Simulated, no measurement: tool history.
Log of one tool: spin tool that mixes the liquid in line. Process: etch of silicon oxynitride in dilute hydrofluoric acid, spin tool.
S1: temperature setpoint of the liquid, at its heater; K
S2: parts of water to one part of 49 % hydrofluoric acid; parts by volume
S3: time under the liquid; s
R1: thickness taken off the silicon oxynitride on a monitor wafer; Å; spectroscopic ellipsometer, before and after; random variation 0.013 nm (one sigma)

{"run": 1, "hour": 0.0, "S1": 299.15, "S2": 125, "S3": 80, "R1": 18.263}
{"run": 2, "hour": 7.1, "S1": 299.15, "S2": 125, "S3": 80, "R1": 18.134}
{"run": 3, "hour": 13.7, "S1": 298.65, "S2": 125, "S3": 80, "R1": 17.587}
{"run": 4, "hour": 21.3, "S1": 298.15, "S2": 125, "S3": 80, "R1": 17.384}
{"run": 5, "hour": 24.8, "S1": 297.65, "S2": 125, "S3": 80, "R1": 16.948}
{"run": 6, "hour": 31.9, "S1": 297.65, "S2": 110, "S3": 80, "R1": 19.325}
{"run": 7, "hour": 39.3, "S1": 297.15, "S2": 110, "S3": 80, "R1": 18.628}
{"run": 8, "hour": 44.3, "S1": 296.65, "S2": 110, "S3": 80, "R1": 18.368}
{"run": 9, "hour": 52.7, "S1": 296.15, "S2": 110, "S3": 80, "R1": 18.11}
{"run": 10, "hour": 55.9, "S1": 295.65, "S2": 110, "S3": 80, "R1": 17.663}
{"run": 11, "hour": 59.3, "S1": 295.15, "S2": 110, "S3": 80, "R1": 17.073}

The next listed run, before its measurement:
{"run": 12, "hour": 66.0, "S1": 295.15, "S2": 110, "S3": 80, "R1": "?"}

{"run 12": {"R1": 17.155}}

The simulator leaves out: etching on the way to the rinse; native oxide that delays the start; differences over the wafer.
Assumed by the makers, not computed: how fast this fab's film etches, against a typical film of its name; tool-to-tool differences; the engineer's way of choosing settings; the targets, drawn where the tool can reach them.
